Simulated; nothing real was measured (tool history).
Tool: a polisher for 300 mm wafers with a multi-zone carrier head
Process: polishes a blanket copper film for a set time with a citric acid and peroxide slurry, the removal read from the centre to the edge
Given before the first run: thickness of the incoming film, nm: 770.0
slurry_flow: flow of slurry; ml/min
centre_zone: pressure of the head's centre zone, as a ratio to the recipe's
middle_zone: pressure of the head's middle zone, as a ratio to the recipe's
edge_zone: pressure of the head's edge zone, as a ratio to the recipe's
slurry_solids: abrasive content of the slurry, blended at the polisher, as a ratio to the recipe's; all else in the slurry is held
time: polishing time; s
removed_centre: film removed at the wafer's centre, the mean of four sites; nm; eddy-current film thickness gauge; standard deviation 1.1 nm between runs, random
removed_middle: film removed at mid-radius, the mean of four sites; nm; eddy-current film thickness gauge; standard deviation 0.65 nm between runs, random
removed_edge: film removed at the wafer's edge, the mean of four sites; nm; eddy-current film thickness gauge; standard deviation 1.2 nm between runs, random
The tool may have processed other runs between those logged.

Run 1, hour 0.0: slurry_flow 285 ml/min, centre_zone 1.00, middle_zone 1.00, edge_zone 1.00, slurry_solids 1.00, time 42 s. Result: removed_centre 151.330 nm, removed_middle 154.070 nm, removed_edge 157.400 nm.
Run 2, hour 8.7: slurry_flow 280 ml/min, centre_zone 0.98, middle_zone 0.99, edge_zone 0.97, slurry_solids 0.85, time 37 s. Result: removed_centre 129.800 nm, removed_middle 130.660 nm, removed_edge 131.490 nm.
Run 3, hour 12.7: slurry_flow 280 ml/min, centre_zone 0.94, middle_zone 0.99, edge_zone 0.97, slurry_solids 0.85, time 37 s. Result: removed_centre 125.200 nm, removed_middle 129.940 nm, removed_edge 132.120 nm.
Run 4, hour 16.3: slurry_flow 280 ml/min, centre_zone 0.94, middle_zone 0.99, edge_zone 0.97, slurry_solids 0.95, time 37 s. Result: removed_centre 124.420 nm, removed_middle 132.260 nm, removed_edge 137.760 nm.
Run 5, hour 24.6: slurry_flow 280 ml/min, centre_zone 0.94, middle_zone 1.04, edge_zone 0.97, slurry_solids 0.95, time 37 s. Result: removed_centre 122.600 nm, removed_middle 139.320 nm, removed_edge 134.440 nm.
Run 6, hour 33.2: slurry_flow 275 ml/min, centre_zone 0.92, middle_zone 1.02, edge_zone 0.95, slurry_solids 0.85, time 33 s. Result: removed_centre 108.190 nm, removed_middle 117.540 nm, removed_edge 117.760 nm.
Run 7, hour 36.2: slurry_flow 270 ml/min, centre_zone 0.90, middle_zone 1.02, edge_zone 0.93, slurry_solids 0.75, time 31 s. Result: removed_centre 97.662 nm, removed_middle 109.050 nm, removed_edge 107.280 nm.
Run 8, hour 43.3: slurry_flow 265 ml/min, centre_zone 0.89, middle_zone 1.01, edge_zone 0.91, slurry_solids 0.70, time 29 s. Result: removed_centre 90.085 nm, removed_middle 100.030 nm, removed_edge 99.911 nm.
Run 9, hour 51.7: slurry_flow 275 ml/min, centre_zone 0.90, middle_zone 0.99, edge_zone 0.82, slurry_solids 0.50, time 23 s. Result: removed_centre 70.517 nm, removed_middle 76.630 nm, removed_edge 73.415 nm.
Run 10, hour 58.6: slurry_flow 275 ml/min, centre_zone 0.91, middle_zone 0.99, edge_zone 0.85, slurry_solids 0.50, time 23 s. Result: removed_centre 70.394 nm, removed_middle 76.545 nm, removed_edge 73.286 nm.
Run 11, hour 61.5: slurry_flow 270 ml/min, centre_zone 0.91, middle_zone 0.99, edge_zone 0.87, slurry_solids 0.55, time 23 s. Result: removed_centre 70.535 nm, removed_middle 76.790 nm, removed_edge 77.991 nm.

Run 12, settings as shown, results not yet in. Your forecast:
Run 12, hour 67.9: slurry_flow 280 ml/min, centre_zone 0.92, middle_zone 1.00, edge_zone 0.88, slurry_solids 0.55, time 23 s. Result: removed_centre ?, removed_middle ?, removed_edge ?.

removed_centre: 72.074 nm
removed_middle: 77.933 nm
removed_edge: 76.360 nm
